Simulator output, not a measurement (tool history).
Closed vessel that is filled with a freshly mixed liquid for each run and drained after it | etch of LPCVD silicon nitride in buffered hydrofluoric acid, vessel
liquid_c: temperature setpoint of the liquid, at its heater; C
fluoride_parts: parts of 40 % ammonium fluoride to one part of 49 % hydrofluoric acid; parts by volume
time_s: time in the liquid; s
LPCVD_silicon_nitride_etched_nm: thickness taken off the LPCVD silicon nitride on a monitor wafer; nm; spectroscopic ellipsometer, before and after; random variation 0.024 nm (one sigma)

run	hour	liquid_c	fluoride_parts	time_s	LPCVD_silicon_nitride_etched_nm
1	0.0	22.0	18.0	920	5.3599
2	1.6	24.0	18.0	920	5.9520
3	8.0	24.0	20.5	920	5.2985
4	15.6	24.0	17.5	920	6.1277
5	19.3	24.0	17.5	920	6.1453
6	25.1	24.0	14.0	920	7.6317
7	33.0	23.5	14.0	920	7.4986

The next listed run, before its measurement:
8	41.3	23.0	14.0	920	?

{"run 8": {"LPCVD_silicon_nitride_etched_nm": 7.1949}}
